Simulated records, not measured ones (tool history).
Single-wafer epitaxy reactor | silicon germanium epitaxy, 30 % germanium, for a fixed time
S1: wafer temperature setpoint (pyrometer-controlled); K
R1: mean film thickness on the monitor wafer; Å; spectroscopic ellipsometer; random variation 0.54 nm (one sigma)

run 1 day=0 | S1=873.15 chamber_pressure_(Torr)=25.3 | R1=677.35
run 2 day=0.25 | S1=876.15 chamber_pressure_(Torr)=25.4 | R1=721.94
run 3 day=0.538 | S1=876.15 chamber_pressure_(Torr)=23.1 | R1=699.13
run 4 day=0.608 | S1=879.15 chamber_pressure_(Torr)=23.2 | R1=740.2
run 5 day=0.946 | S1=881.15 chamber_pressure_(Torr)=23.3 | R1=776.49
run 6 day=1.238 | S1=874.15 chamber_pressure_(Torr)=23.3 | R1=667.47

The next listed run, before its measurement:
run 7 day=1.475 | S1=877.15 chamber_pressure_(Torr)=23.4 | R1=?

R1: 719.25 Å

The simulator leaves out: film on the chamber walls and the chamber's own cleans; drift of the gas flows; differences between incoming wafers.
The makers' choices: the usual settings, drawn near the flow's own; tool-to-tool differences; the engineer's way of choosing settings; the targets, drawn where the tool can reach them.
